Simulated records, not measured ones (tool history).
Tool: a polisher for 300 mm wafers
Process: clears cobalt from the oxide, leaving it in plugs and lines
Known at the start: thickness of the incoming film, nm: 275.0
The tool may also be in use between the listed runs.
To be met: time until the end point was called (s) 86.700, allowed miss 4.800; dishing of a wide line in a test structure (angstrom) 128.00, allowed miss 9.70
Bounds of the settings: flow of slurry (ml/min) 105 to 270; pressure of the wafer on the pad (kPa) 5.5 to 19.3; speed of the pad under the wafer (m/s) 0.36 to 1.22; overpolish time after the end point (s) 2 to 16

run,hour,flow of slurry (ml/min),pressure of the wafer on the pad (kPa),speed of the pad under the wafer (m/s),overpolish time after the end point (s),time until the end point was called (s),dishing of a wide line in a test structure (angstrom)
1,0.0,175,12.4,0.78,8,75.786,171.28
2,3.7,175,15.2,0.78,8,65.095,198.91
3,4.5,175,17.2,0.78,8,57.501,209.73
4,8.8,145,17.2,0.78,8,57.219,206.17
5,14.8,145,15.9,0.76,7,63.851,170.40
6,16.8,145,17.9,0.76,7,57.244,191.33
7,18.5,145,14.5,0.70,7,76.272,154.18
8,27.5,145,13.8,0.70,7,80.116,155.41
9,30.6,145,13.1,0.68,5,86.631,112.69

Which of these 5 next moves meets every target?
A,33.7,140,11.0,0.68,7,?,?
B,33.7,150,13.8,0.64,5,?,?
C,33.7,140,13.1,0.74,4,?,?
D,33.7,130,12.4,0.74,6,?,?
E,33.7,175,13.8,0.56,7,?,?

move,time until the end point was called (s),dishing of a wide line in a test structure (angstrom)
A,104.610,130.73
B,88.361,114.08
C,81.606,101.18
D,87.067,133.66
E,98.241,137.33
A: brings the result that was furthest off to its target, and leaves another outside
B: nearer than the last run, and not there yet
C: further off than the last run
D: meets every target
E: brings the result that was furthest off to its target, and leaves another outside
Move D is the one to make.

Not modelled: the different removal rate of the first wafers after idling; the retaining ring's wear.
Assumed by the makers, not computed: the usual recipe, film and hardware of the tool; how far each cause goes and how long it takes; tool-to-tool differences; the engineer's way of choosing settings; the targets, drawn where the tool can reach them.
